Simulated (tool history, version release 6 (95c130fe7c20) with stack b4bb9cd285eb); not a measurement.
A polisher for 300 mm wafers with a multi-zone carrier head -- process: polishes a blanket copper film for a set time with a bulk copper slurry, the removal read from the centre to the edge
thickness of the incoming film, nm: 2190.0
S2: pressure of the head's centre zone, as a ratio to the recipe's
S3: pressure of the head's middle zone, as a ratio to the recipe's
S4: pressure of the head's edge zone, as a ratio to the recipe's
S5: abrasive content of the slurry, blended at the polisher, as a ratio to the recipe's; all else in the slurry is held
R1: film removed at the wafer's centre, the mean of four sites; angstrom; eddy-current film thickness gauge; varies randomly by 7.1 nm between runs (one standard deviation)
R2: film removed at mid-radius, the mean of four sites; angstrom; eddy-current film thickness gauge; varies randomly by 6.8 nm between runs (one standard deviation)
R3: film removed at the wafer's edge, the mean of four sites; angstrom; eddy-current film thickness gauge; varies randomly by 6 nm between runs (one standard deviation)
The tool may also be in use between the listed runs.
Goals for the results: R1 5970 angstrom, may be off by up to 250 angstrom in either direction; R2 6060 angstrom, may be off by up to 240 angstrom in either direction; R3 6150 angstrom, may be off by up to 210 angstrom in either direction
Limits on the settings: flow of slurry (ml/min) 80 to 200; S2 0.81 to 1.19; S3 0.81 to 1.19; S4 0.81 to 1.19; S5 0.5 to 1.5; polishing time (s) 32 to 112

run 1 hour=0 | flow_of_slurry_(ml/min)=130 S2=1 S3=1 S4=1 S5=1 polishing_time_(s)=72 | R1=4405.3 R2=4371.6 R3=4481
run 2 hour=6.8 | flow_of_slurry_(ml/min)=130 S2=1 S3=1 S4=1 S5=1 polishing_time_(s)=79 | R1=4945.3 R2=4768.4 R3=4857.6
run 3 hour=7.7 | flow_of_slurry_(ml/min)=135 S2=1 S3=1.01 S4=1.02 S5=1.05 polishing_time_(s)=79 | R1=4915.9 R2=4798 R3=4906.4
run 4 hour=10.1 | flow_of_slurry_(ml/min)=135 S2=1 S3=1.02 S4=1.03 S5=1.1 polishing_time_(s)=81 | R1=5164.7 R2=5186.9 R3=5151.1
run 5 hour=11.7 | flow_of_slurry_(ml/min)=135 S2=1 S3=1.02 S4=0.95 S5=1.1 polishing_time_(s)=81 | R1=5138.6 R2=5126.5 R3=4992.5
run 6 hour=14 | flow_of_slurry_(ml/min)=135 S2=1 S3=1.02 S4=0.97 S5=1.15 polishing_time_(s)=82 | R1=5206.5 R2=5210.3 R3=5131.6
run 7 hour=21.7 | flow_of_slurry_(ml/min)=140 S2=1 S3=1.02 S4=0.99 S5=1.2 polishing_time_(s)=83 | R1=5425.5 R2=5414.7 R3=5351.8
run 8 hour=29.1 | flow_of_slurry_(ml/min)=145 S2=1 S3=1.02 S4=1 S5=1.25 polishing_time_(s)=83 | R1=5547.1 R2=5443.4 R3=5412.8
run 9 hour=32.4 | flow_of_slurry_(ml/min)=150 S2=1 S3=1.02 S4=1.01 S5=1.3 polishing_time_(s)=83 | R1=5501.3 R2=5527.9 R3=5448.5
run 10 hour=40.2 | flow_of_slurry_(ml/min)=150 S2=1 S3=1.02 S4=1.02 S5=1.35 polishing_time_(s)=84 | R1=5663.9 R2=5583.4 R3=5623.3
run 11 hour=48.6 | flow_of_slurry_(ml/min)=150 S2=1 S3=1.02 S4=1.03 S5=1.35 polishing_time_(s)=84 | R1=5670.8 R2=5644.7 R3=5649.1
run 12 hour=50 | flow_of_slurry_(ml/min)=150 S2=1 S3=1.02 S4=1.04 S5=1.35 polishing_time_(s)=84 | R1=5587.3 R2=5544.4 R3=5574.5
run 13 hour=50.6 | flow_of_slurry_(ml/min)=155 S2=1 S3=1.02 S4=1.04 S5=1.35 polishing_time_(s)=84 | R1=5579.1 R2=5708.5 R3=5687.7
run 14 hour=53.6 | flow_of_slurry_(ml/min)=185 S2=1.02 S3=1 S4=1.09 S5=1.4 polishing_time_(s)=84 | R1=6063.6 R2=5814.4 R3=5930.8

Below are 4 possible settings for the next run. Only one of them brings all results inside the allowed miss of their targets. Which is it?
run A hour=56.6 | flow_of_slurry_(ml/min)=180 S2=1.05 S3=0.94 S4=1.12 S5=1.4 polishing_time_(s)=92 | R1=? R2=? R3=?
run B hour=56.6 | flow_of_slurry_(ml/min)=185 S2=0.93 S3=0.95 S4=1.16 S5=1.4 polishing_time_(s)=92 | R1=? R2=? R3=?
run C hour=56.6 | flow_of_slurry_(ml/min)=200 S2=0.96 S3=1 S4=1.08 S5=1.4 polishing_time_(s)=86 | R1=? R2=? R3=?
run D hour=56.6 | flow_of_slurry_(ml/min)=175 S2=0.97 S3=0.89 S4=1.12 S5=1.2 polishing_time_(s)=88 | R1=? R2=? R3=?

move=A R1=6706.2 R2=6048.4 R3=6498.1
move=B R1=5987.2 R2=6133 R3=6617.1
move=C R1=5853.2 R2=6057.7 R3=6051.1
move=D R1=5734.8 R2=5347.3 R3=6021.4
A: pushes the last run's worst result past its target
B: pushes the last run's worst result past its target
C: each result inside its tolerance
D: brings the last run's worst result on target, with another outside its allowed miss
The move that meets every target is C.
